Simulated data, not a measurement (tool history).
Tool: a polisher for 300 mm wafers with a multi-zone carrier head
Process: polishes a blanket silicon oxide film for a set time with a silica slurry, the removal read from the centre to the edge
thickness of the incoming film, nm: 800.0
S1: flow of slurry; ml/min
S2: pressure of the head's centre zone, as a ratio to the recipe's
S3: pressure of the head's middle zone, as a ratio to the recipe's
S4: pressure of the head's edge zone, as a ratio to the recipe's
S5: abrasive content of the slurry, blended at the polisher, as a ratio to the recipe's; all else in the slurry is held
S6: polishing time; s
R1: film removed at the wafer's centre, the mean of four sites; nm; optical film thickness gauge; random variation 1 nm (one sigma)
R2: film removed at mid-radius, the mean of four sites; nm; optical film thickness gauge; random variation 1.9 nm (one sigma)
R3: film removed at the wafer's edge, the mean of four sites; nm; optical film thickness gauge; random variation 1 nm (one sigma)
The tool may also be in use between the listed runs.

run	hour	S1	S2	S3	S4	S5	S6	R1	R2	R3
1	0	315	1	1	1	1	40	112.54	115.99	115.04
2	5.1	315	1	1.05	1	1	40	113.97	121.45	115.09
3	14	315	1	1.05	0.95	1	40	111.93	117.93	113.24
4	21.6	315	1	1.12	0.95	1	40	112.34	129.66	112.27
5	23.2	315	1	1.12	0.95	1	49	136.65	152.97	138.25
6	25.2	315	1	1.19	0.95	1	49	138.87	160.67	136.99
7	30.7	325	1.01	1.17	0.98	1	49	139.29	159.03	139.09

Run 8 comes next. What will it give?
8	31.3	330	1.03	1.15	1.01	1	49	?	?	?

R1: 142.67 nm
R2: 156.39 nm
R3: 143.05 nm

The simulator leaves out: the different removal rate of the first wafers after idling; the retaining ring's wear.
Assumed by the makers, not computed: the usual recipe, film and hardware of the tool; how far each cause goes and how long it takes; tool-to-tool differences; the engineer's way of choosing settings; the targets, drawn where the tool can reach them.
